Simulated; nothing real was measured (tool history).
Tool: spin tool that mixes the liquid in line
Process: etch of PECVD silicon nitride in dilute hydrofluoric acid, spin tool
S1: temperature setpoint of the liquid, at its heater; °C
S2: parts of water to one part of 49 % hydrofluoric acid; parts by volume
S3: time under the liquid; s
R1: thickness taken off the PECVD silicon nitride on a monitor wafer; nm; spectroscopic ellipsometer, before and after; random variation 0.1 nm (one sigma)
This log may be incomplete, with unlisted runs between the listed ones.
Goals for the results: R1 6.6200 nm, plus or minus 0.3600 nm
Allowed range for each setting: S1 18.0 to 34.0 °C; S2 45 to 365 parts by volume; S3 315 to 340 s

run,hour,S1,S2,S3,R1
1,0.0,26.0,205,315,2.8399
2,4.6,26.0,205,340,3.0380
3,10.7,27.0,195,340,3.3646
4,12.1,27.0,195,315,3.1455
5,20.3,28.0,185,315,3.5962
6,26.0,28.0,185,315,3.5688
7,31.2,28.5,180,315,3.7534
8,36.1,29.0,175,315,4.0712
9,37.1,29.5,170,315,4.2673
10,40.2,33.5,120,315,7.6332
11,40.9,32.5,120,315,7.2020
# hour 43.8: thermometer replaced
12,43.8,31.0,125,315,6.7871

Consider the 4 candidate settings below. Which is the only one whose results all fall within their allowed miss of target?
A,46.7,31.5,120,315,?
B,46.7,26.0,95,340,?
C,46.7,29.5,115,335,?
D,46.7,30.0,135,340,?

move,R1
A,7.5268
B,7.2556
C,7.3832
D,6.5745
A: the biggest miss grows against the last run
B: the biggest miss grows against the last run
C: the biggest miss grows against the last run
D: in spec on every target
Go with D: it meets all targets.
